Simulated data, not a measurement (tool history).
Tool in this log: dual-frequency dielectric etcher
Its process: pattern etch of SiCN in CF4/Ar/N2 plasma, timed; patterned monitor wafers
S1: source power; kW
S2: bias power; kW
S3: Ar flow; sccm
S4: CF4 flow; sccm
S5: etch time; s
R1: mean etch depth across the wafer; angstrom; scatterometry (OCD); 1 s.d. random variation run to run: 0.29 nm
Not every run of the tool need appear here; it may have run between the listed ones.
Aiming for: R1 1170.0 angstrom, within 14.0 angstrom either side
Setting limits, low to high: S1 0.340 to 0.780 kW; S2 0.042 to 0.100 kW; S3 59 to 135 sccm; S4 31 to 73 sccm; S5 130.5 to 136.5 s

{"run": 1, "hour": 0.0, "S1": 0.56, "S2": 0.071, "S3": 97, "S4": 52, "S5": 130.5, "R1": 1229.5}
{"run": 2, "hour": 9.0, "S1": 0.56, "S2": 0.079, "S3": 97, "S4": 52, "S5": 130.5, "R1": 1291.1}
{"run": 3, "hour": 15.6, "S1": 0.56, "S2": 0.079, "S3": 97, "S4": 52, "S5": 136.5, "R1": 1342.1}
{"run": 4, "hour": 24.7, "S1": 0.62, "S2": 0.079, "S3": 97, "S4": 52, "S5": 136.5, "R1": 1497.8}
{"run": 5, "hour": 26.4, "S1": 0.6, "S2": 0.079, "S3": 97, "S4": 52, "S5": 136.5, "R1": 1448.6}
{"run": 6, "hour": 34.3, "S1": 0.6, "S2": 0.079, "S3": 97, "S4": 59, "S5": 136.5, "R1": 1475.3}
{"run": 7, "hour": 42.2, "S1": 0.58, "S2": 0.079, "S3": 97, "S4": 59, "S5": 136.5, "R1": 1426.0}
{"run": 8, "hour": 44.1, "S1": 0.58, "S2": 0.079, "S3": 97, "S4": 59, "S5": 136.5, "R1": 1420.3}
{"run": 9, "hour": 46.5, "S1": 0.56, "S2": 0.079, "S3": 97, "S4": 59, "S5": 136.5, "R1": 1380.1}
{"run": 10, "hour": 50.4, "S1": 0.55, "S2": 0.079, "S3": 97, "S4": 59, "S5": 136.5, "R1": 1349.0}
{"run": 11, "hour": 55.5, "S1": 0.45, "S2": 0.079, "S3": 97, "S4": 59, "S5": 136.5, "R1": 1085.1}
{"run": 12, "hour": 61.8, "S1": 0.47, "S2": 0.079, "S3": 97, "S4": 59, "S5": 136.5, "R1": 1141.0}

Which one of the following 4 next-run settings gets every result inside its allowed miss? There is exactly one.
{"run": "A", "hour": 68.1, "S1": 0.5, "S2": 0.079, "S3": 97, "S4": 58, "S5": 136.0, "R1": "?"}
{"run": "B", "hour": 68.1, "S1": 0.48, "S2": 0.074, "S3": 83, "S4": 68, "S5": 136.5, "R1": "?"}
{"run": "C", "hour": 68.1, "S1": 0.51, "S2": 0.078, "S3": 91, "S4": 47, "S5": 135.0, "R1": "?"}
{"run": "D", "hour": 68.1, "S1": 0.47, "S2": 0.088, "S3": 84, "S4": 54, "S5": 130.5, "R1": "?"}

move=A R1=1209.1
move=B R1=1193.5
move=C R1=1203.4
move=D R1=1171.6
A: pushes the last run's worst result past its target
B: pushes the last run's worst result past its target
C: pushes the last run's worst result past its target
D: each result inside its tolerance
The right move is D.
